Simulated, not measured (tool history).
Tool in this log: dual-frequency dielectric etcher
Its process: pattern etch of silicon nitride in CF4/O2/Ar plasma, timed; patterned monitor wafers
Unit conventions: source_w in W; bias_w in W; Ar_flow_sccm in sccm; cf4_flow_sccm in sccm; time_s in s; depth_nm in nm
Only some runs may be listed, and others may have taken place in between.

run,hour,source_w,bias_w,Ar_flow_sccm,cf4_flow_sccm,time_s,depth_nm
1,0,630,49,76,127,110,278.56
2,8.5,630,49,76,118,110,277.59
3,14.7,560,49,76,118,110,245.54
4,20.2,560,49,76,132,110,247.62
5,25.1,520,49,76,132,110,228.69
6,31.4,500,49,76,132,110,219.96
# hour 32.6: Ar flow controller replaced
7,32.6,480,49,76,132,110,210.06

Run 8 comes next. What will it give?
8,36.2,470,49,76,132,110,?

Run 8 measured depth_nm 205.81 nm.

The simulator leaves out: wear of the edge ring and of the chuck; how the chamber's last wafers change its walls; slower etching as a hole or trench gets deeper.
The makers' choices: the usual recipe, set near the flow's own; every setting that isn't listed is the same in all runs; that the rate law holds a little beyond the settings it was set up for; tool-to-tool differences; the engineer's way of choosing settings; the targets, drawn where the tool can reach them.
